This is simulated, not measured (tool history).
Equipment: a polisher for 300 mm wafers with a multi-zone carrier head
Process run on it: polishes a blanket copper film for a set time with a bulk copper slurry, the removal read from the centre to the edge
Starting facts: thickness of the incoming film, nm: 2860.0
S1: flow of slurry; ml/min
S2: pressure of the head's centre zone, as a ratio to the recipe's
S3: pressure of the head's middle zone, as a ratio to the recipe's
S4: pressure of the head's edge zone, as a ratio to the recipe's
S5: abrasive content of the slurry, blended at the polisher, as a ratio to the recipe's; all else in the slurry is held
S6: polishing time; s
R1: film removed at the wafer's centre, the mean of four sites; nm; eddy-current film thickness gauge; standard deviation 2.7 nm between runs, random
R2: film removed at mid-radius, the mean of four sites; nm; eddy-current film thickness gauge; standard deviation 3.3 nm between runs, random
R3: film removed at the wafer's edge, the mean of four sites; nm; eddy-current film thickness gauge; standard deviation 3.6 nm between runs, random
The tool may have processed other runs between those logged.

{"run": 1, "day": 0.0, "S1": 285, "S2": 1.0, "S3": 1.0, "S4": 1.0, "S5": 1.0, "S6": 58, "R1": 361.21, "R2": 364.85, "R3": 371.3}
{"run": 2, "day": 0.029, "S1": 295, "S2": 1.02, "S3": 1.02, "S4": 1.04, "S5": 1.1, "S6": 58, "R1": 371.53, "R2": 377.12, "R3": 385.59}
{"run": 3, "day": 0.312, "S1": 305, "S2": 1.05, "S3": 1.04, "S4": 1.07, "S5": 1.2, "S6": 58, "R1": 391.32, "R2": 386.24, "R3": 395.59}
{"run": 4, "day": 0.65, "S1": 315, "S2": 1.06, "S3": 1.06, "S4": 1.09, "S5": 1.25, "S6": 58, "R1": 398.78, "R2": 392.21, "R3": 404.23}
{"run": 5, "day": 0.9, "S1": 325, "S2": 1.07, "S3": 1.08, "S4": 1.11, "S5": 1.3, "S6": 58, "R1": 407.6, "R2": 402.79, "R3": 410.87}
{"run": 6, "day": 0.996, "S1": 335, "S2": 1.07, "S3": 1.09, "S4": 1.13, "S5": 1.35, "S6": 58, "R1": 413.26, "R2": 403.25, "R3": 422.36}
{"run": 7, "day": 1.221, "S1": 335, "S2": 1.07, "S3": 1.09, "S4": 1.13, "S5": 1.35, "S6": 58, "R1": 414.8, "R2": 404.3, "R3": 419.53}
{"run": 8, "day": 1.438, "S1": 340, "S2": 1.07, "S3": 1.11, "S4": 1.14, "S5": 1.4, "S6": 58, "R1": 413.01, "R2": 418.65, "R3": 423.14}
{"run": 9, "day": 1.542, "S1": 350, "S2": 1.08, "S3": 1.12, "S4": 1.15, "S5": 1.4, "S6": 58, "R1": 421.25, "R2": 414.61, "R3": 424.47}

Estimate the outcome of run 10 from the log above:
{"run": 10, "day": 1.867, "S1": 350, "S2": 1.08, "S3": 1.13, "S4": 1.16, "S5": 1.4, "S6": 58, "R1": "?", "R2": "?", "R3": "?"}

R1: 421.82 nm
R2: 417.00 nm
R3: 423.42 nm
